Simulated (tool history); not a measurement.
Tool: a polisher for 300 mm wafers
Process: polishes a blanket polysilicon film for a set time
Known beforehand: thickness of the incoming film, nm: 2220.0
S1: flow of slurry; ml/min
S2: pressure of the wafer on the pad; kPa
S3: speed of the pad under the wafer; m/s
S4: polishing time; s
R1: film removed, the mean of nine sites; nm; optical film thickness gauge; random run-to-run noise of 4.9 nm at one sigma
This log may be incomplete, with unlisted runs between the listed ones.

run 1 hour=0.0 | S1=175 S2=12.4 S3=1.28 S4=77 | R1=596.07
run 2 hour=4.0 | S1=175 S2=12.4 S3=1.28 S4=77 | R1=598.48
run 3 hour=11.3 | S1=175 S2=10.3 S3=1.26 S4=77 | R1=481.22
run 4 hour=16.1 | S1=200 S2=10.3 S3=1.26 S4=77 | R1=506.71
run 5 hour=20.4 | S1=190 S2=9.0 S3=1.26 S4=77 | R1=438.78
run 6 hour=21.2 | S1=185 S2=8.3 S3=1.26 S4=77 | R1=398.98
run 7 hour=22.9 | S1=175 S2=8.3 S3=1.26 S4=77 | R1=397.38

Run 8, settings as shown, results not yet in. Your forecast:
run 8 hour=24.4 | S1=170 S2=7.6 S3=1.26 S4=77 | R1=?

R1: 370.68 nm
